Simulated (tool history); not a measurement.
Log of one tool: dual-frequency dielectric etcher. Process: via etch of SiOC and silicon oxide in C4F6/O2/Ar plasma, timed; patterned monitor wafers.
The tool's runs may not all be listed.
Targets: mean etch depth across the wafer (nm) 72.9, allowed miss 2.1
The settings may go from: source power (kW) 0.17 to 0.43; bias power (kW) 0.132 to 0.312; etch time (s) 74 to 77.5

run    day  source power (kW)  bias power (kW)  etch time (s)  mean etch depth across the wafer (nm)
  1      0                0.3            0.222             74                                 82.399
  2  0.304               0.29             0.22             74                                 81.135
  3  0.483               0.29            0.193             74                                 78.062
  4  0.642               0.29            0.192             74                                 77.909
  5  0.821               0.29            0.191             74                                 78.209
  6  0.846               0.29            0.191           77.5                                 81.692
  7  0.954               0.28            0.189           77.5                                 81.012
  8  1.108               0.27            0.187           77.5                                 79.515

5 next moves are on the table. One of them brings every result within its allowed miss. Which?
  A  1.262               0.28            0.177             76                                      ?
  B  1.262               0.32             0.18           77.5                                      ?
  C  1.262               0.26            0.175             74                                      ?
  D  1.262               0.34            0.228             75                                      ?
  E  1.262               0.27            0.185           76.5                                      ?

move  mean etch depth across the wafer (nm)
   A                                  77.23
   B                                 82.387
   C                                 73.336
   D                                 86.869
   E                                 77.848
A: nearer than the last run, and not there yet
B: further off than the last run
C: meets every target
D: further off than the last run
E: nearer than the last run, and not there yet
Move C is the one to make.

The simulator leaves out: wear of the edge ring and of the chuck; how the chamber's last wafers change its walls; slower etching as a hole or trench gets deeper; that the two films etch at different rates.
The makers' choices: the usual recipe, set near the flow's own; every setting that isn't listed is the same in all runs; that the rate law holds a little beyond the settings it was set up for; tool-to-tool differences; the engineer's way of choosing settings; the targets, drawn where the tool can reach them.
